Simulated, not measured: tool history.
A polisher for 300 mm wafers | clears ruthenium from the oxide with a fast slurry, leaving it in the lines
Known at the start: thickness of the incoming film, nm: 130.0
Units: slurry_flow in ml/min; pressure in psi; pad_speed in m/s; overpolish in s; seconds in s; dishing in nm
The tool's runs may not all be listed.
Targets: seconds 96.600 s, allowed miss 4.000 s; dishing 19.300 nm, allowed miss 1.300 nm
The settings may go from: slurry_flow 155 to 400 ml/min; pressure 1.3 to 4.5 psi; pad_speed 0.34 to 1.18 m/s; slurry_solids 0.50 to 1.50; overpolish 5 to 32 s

{"run": 1, "hour": 0.0, "slurry_flow": 255, "pressure": 2.9, "pad_speed": 0.76, "slurry_solids": 1.0, "overpolish": 16, "seconds": 38.023, "dishing": 33.319}
{"run": 2, "hour": 2.9, "slurry_flow": 255, "pressure": 2.7, "pad_speed": 0.72, "slurry_solids": 1.0, "overpolish": 16, "seconds": 43.498, "dishing": 31.298}
{"run": 3, "hour": 8.6, "slurry_flow": 255, "pressure": 2.7, "pad_speed": 0.72, "slurry_solids": 1.0, "overpolish": 20, "seconds": 42.356, "dishing": 35.228}
{"run": 4, "hour": 9.8, "slurry_flow": 255, "pressure": 3.1, "pad_speed": 0.72, "slurry_solids": 1.0, "overpolish": 20, "seconds": 37.597, "dishing": 38.006}
{"run": 5, "hour": 14.1, "slurry_flow": 255, "pressure": 2.8, "pad_speed": 0.68, "slurry_solids": 1.0, "overpolish": 19, "seconds": 43.45, "dishing": 32.769}
{"run": 6, "hour": 15.0, "slurry_flow": 255, "pressure": 2.6, "pad_speed": 0.64, "slurry_solids": 1.0, "overpolish": 19, "seconds": 48.512, "dishing": 31.228}
{"run": 7, "hour": 22.6, "slurry_flow": 255, "pressure": 2.4, "pad_speed": 0.6, "slurry_solids": 1.0, "overpolish": 19, "seconds": 58.117, "dishing": 28.251}
{"run": 8, "hour": 31.3, "slurry_flow": 255, "pressure": 2.2, "pad_speed": 0.6, "slurry_solids": 1.0, "overpolish": 19, "seconds": 62.575, "dishing": 26.02}

4 next moves are on the table. One of them brings every result within its allowed miss. Which?
{"run": "A", "hour": 40.0, "slurry_flow": 230, "pressure": 1.7, "pad_speed": 0.42, "slurry_solids": 1.0, "overpolish": 29, "seconds": "?", "dishing": "?"}
{"run": "B", "hour": 40.0, "slurry_flow": 180, "pressure": 2.3, "pad_speed": 0.38, "slurry_solids": 0.95, "overpolish": 23, "seconds": "?", "dishing": "?"}
{"run": "C", "hour": 40.0, "slurry_flow": 235, "pressure": 1.7, "pad_speed": 0.48, "slurry_solids": 0.85, "overpolish": 26, "seconds": "?", "dishing": "?"}
{"run": "D", "hour": 40.0, "slurry_flow": 235, "pressure": 1.9, "pad_speed": 0.46, "slurry_solids": 0.9, "overpolish": 21, "seconds": "?", "dishing": "?"}

move=A seconds=109.850 dishing=22.755
move=B seconds=95.671 dishing=21.147
move=C seconds=109.900 dishing=20.879
move=D seconds=98.107 dishing=19.264
A: takes the result that was furthest off past its target
B: brings the result that was furthest off to its target, and leaves another outside
C: takes the result that was furthest off past its target
D: meets every target
Move D is the one to make.
